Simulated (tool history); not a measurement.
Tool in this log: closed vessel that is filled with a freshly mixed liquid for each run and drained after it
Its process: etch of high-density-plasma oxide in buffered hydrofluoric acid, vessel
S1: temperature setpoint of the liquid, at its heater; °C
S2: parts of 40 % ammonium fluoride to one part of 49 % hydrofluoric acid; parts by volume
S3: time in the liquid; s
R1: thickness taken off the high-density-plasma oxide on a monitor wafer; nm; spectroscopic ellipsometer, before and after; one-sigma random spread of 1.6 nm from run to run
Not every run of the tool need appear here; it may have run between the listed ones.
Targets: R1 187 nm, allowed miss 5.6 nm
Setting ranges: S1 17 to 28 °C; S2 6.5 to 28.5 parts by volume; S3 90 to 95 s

run  hour    S1    S2  S3      R1
  1     0    20  17.5  90  81.423
  2   3.9  21.5    16  90  96.534
  3  10.8    23    15  90  112.47
  4  14.6    24    14  90  126.86
  5  15.8    25  13.5  90  137.76
  6  18.4  21.5  13.5  90  114.52
  7  20.1  22.5    13  90  124.11
  8  26.9  23.5  12.5  90  137.18
  9  29.7  23.5  12.5  90  136.69
 10  34.5  24.5  12.5  90  146.62
 11  36.4    25  12.5  90  150.28
 12    43  25.5  12.5  90  153.28

Below are 4 possible settings for the next run. Only one of them brings all results inside the allowed miss of their targets. Which is it?
  A  49.6    26    12  95   ?
  B  49.6  23.5  10.5  95   ?
  C  49.6  26.5  12.5  95   ?
  D  49.6  26.5  11.5  95   ?

move      R1
   A  172.78
   B  171.84
   C  170.54
   D  185.01
A: closer than the last run, but not yet in spec
B: closer than the last run, but not yet in spec
C: closer than the last run, but not yet in spec
D: every result lands within tolerance
Correct choice: D, which meets every target
